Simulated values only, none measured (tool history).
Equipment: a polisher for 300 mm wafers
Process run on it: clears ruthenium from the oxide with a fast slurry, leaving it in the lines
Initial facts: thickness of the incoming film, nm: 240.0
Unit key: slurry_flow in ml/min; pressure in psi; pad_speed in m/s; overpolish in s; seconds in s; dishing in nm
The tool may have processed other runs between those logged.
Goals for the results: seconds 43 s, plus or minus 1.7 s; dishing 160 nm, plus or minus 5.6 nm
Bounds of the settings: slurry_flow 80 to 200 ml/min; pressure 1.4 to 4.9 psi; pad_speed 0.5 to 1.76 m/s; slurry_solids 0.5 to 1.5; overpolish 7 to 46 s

run,hour,slurry_flow,pressure,pad_speed,slurry_solids,overpolish,seconds,dishing
1,0,130,3.1,1.12,1,24,47.079,105.2
2,7.6,120,3.2,1.12,1,27,46.378,118.37
3,11,120,3.3,1.12,1,29,44.22,126.36
4,16.5,120,3.3,1.12,1,31,44.069,130.84
5,17.2,120,3.3,0.98,1,31,52.131,117.38
6,22.1,120,3.3,0.86,1,31,59.904,108.47
7,29.7,120,3.6,0.86,1,33,53.5,121.88
8,35.4,125,3.8,0.86,1,34,51.37,129.56
9,38.1,125,4,0.86,1,35,48.093,138.87
10,43.1,155,4.3,0.86,1,37,44.323,153.61

Consider the 5 candidate settings below. Which is the only one whose results all fall within their allowed miss of target?
A,48.1,120,4.6,0.88,0.9,35,?,?
B,48.1,160,3.9,0.98,0.75,34,?,?
C,48.1,130,4.3,0.86,1.15,39,?,?
D,48.1,175,4.8,0.86,0.9,31,?,?
E,48.1,140,4.9,0.84,1.1,31,?,?

move,seconds,dishing
A,42.655,148.68
B,44.524,141.51
C,42.531,160.02
D,38.947,145.63
E,38.39,147.07
A: further off than the last run
B: further off than the last run
C: in spec on every target
D: further off than the last run
E: further off than the last run
C is the move that brings every result within its allowed miss.
